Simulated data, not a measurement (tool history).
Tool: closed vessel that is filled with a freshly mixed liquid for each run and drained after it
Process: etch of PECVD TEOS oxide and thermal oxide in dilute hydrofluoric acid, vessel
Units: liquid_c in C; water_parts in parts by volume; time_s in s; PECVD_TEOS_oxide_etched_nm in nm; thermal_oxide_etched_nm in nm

run  hour  liquid_c  water_parts  time_s  PECVD_TEOS_oxide_etched_nm  thermal_oxide_etched_nm
  1     0        24          195      90                       3.757                     1.72
  2   5.6        22          215      90                      3.1771                   1.4299
  3  13.5      19.5          215      90                      2.8321                   1.2508
  4  15.6        19          230      90                      2.5587                   1.1707
  5  23.1      20.5          230      90                      2.7561                   1.2056
  6  29.9      20.5          270      90                      2.2321                   1.0282
  7  32.6      19.5          270      90                      2.1694                  0.95876

Run 8 comes next. What will it give?
  8  35.4        19          270      90                           ?                        ?

PECVD_TEOS_oxide_etched_nm: 2.0989 nm
thermal_oxide_etched_nm: 0.96413 nm
